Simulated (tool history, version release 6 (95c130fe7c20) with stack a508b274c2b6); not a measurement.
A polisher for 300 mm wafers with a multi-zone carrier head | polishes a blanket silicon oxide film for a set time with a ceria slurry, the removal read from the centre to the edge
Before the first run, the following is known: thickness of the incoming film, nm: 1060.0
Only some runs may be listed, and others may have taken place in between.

| run | hour | flow of slurry (ml/min) | pressure of the head's centre zone | pressure of the head's middle zone | pressure of the head's edge zone | polishing time (s) | film removed at the wafer's centre (nm) | film removed at mid-radius (nm) | film removed at the wafer's edge (nm) |
|---|---|---|---|---|---|---|---|---|---|
| 1 | 0.0 | 195 | 1.00 | 1.00 | 1.00 | 61 | 308.57 | 304.23 | 317.05 |
| 2 | 7.7 | 195 | 0.92 | 1.00 | 1.00 | 61 | 281.64 | 309.84 | 315.78 |
| 3 | 12.7 | 210 | 0.98 | 0.99 | 1.03 | 62 | 314.49 | 316.39 | 325.09 |
| 4 | 21.1 | 210 | 0.98 | 0.99 | 0.96 | 62 | 313.14 | 313.50 | 316.71 |
| 5 | 22.0 | 240 | 0.98 | 0.99 | 0.96 | 62 | 317.03 | 324.99 | 326.56 |
| 6 | 29.5 | 240 | 0.98 | 0.99 | 0.91 | 62 | 316.73 | 318.93 | 318.66 |
| 7 | 36.7 | 250 | 1.02 | 0.96 | 0.96 | 63 | 336.24 | 316.58 | 335.25 |

Forecast run 8:
| 8 | 44.2 | 260 | 1.05 | 0.95 | 0.97 | 63 | ? | ? | ? |

{"run 8": {"film removed at the wafer's centre (nm)": 348.03, "film removed at mid-radius (nm)": 311.76, "film removed at the wafer's edge (nm)": 332.97}}

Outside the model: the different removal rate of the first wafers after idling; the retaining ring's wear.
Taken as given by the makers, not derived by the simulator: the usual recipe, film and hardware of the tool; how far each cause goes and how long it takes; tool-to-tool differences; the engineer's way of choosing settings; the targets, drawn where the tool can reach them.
